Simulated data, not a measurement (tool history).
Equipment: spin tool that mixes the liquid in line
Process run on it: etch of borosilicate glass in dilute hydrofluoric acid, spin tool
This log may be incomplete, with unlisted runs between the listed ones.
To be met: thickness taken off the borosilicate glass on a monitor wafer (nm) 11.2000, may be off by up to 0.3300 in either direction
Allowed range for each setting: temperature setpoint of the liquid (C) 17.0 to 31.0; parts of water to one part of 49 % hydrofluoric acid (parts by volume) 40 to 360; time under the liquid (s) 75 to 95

| run | hour | temperature setpoint of the liquid (C) | parts of water to one part of 49 % hydrofluoric acid (parts by volume) | time under the liquid (s) | thickness taken off the borosilicate glass on a monitor wafer (nm) |
|---|---|---|---|---|---|
| 1 | 0.0 | 23.0 | 200 | 95 | 8.0549 |
| 2 | 8.7 | 25.0 | 195 | 95 | 8.9337 |
| 3 | 13.8 | 26.5 | 195 | 95 | 9.4317 |
| 4 | 22.2 | 27.5 | 195 | 95 | 9.9011 |
| 5 | 26.4 | 28.0 | 195 | 95 | 9.9281 |
| 6 | 35.2 | 25.5 | 195 | 95 | 9.1335 |
| 7 | 41.3 | 27.0 | 195 | 95 | 9.6070 |
| 8 | 48.4 | 28.0 | 195 | 95 | 9.8872 |
| 9 | 54.2 | 28.5 | 195 | 95 | 10.0660 |

Which of these 4 next moves meets every target?
| A | 60.0 | 26.5 | 170 | 95 | ? |
| B | 60.0 | 28.5 | 230 | 95 | ? |
| C | 60.0 | 29.0 | 190 | 90 | ? |
| D | 60.0 | 25.5 | 195 | 95 | ? |

| move | thickness taken off the borosilicate glass on a monitor wafer (nm) |
|---|---|
| A | 11.1620 |
| B | 8.3000 |
| C | 10.1380 |
| D | 9.1201 |
A: every result within its allowed miss
B: misses by more than the last run did
C: nearer than the last run, and not there yet
D: misses by more than the last run did
Go with A: it meets all targets.
